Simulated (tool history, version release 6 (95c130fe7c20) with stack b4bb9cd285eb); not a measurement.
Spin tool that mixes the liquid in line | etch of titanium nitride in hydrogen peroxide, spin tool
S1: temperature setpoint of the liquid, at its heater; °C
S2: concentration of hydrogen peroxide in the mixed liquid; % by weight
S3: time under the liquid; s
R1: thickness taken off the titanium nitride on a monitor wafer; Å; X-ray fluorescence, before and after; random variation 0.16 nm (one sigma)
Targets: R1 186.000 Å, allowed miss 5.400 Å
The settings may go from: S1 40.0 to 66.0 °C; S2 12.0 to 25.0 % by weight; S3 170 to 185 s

Run 1, hour 0.0: S1 56.0 °C, S2 17.0 % by weight, S3 170 s. Result: R1 92.638 Å.
Run 2, hour 3.0: S1 56.0 °C, S2 13.5 % by weight, S3 170 s. Result: R1 88.719 Å.
Run 3, hour 5.6: S1 57.5 °C, S2 13.5 % by weight, S3 170 s. Result: R1 97.525 Å.
Run 4, hour 11.1: S1 59.0 °C, S2 14.0 % by weight, S3 170 s. Result: R1 110.030 Å.
Run 5, hour 19.1: S1 60.0 °C, S2 14.0 % by weight, S3 170 s. Result: R1 116.550 Å.
Run 6, hour 23.1: S1 54.0 °C, S2 14.0 % by weight, S3 170 s. Result: R1 78.711 Å.
Run 7, hour 30.2: S1 54.0 °C, S2 14.0 % by weight, S3 170 s. Result: R1 78.249 Å.
Run 8, hour 35.9: S1 56.0 °C, S2 14.5 % by weight, S3 170 s. Result: R1 89.848 Å.
Run 9, hour 39.4: S1 57.5 °C, S2 15.0 % by weight, S3 170 s. Result: R1 100.220 Å.
Run 10, hour 47.4: S1 59.0 °C, S2 15.5 % by weight, S3 170 s. Result: R1 112.150 Å.
Run 11, hour 48.5: S1 59.0 °C, S2 15.5 % by weight, S3 170 s. Result: R1 111.730 Å.

Which of these 4 next moves meets every target?
Run A, hour 49.6: S1 49.0 °C, S2 14.0 % by weight, S3 170 s. Result: R1 ?.
Run B, hour 49.6: S1 65.5 °C, S2 18.0 % by weight, S3 185 s. Result: R1 ?.
Run C, hour 49.6: S1 64.5 °C, S2 19.5 % by weight, S3 185 s. Result: R1 ?.
Run D, hour 49.6: S1 66.0 °C, S2 16.5 % by weight, S3 185 s. Result: R1 ?.

move       R1
   A   53.713
   B  192.890
   C  183.680
   D  195.680
A: further off than the last run
B: takes the result that was furthest off past its target
C: meets every target
D: takes the result that was furthest off past its target
Answer: C

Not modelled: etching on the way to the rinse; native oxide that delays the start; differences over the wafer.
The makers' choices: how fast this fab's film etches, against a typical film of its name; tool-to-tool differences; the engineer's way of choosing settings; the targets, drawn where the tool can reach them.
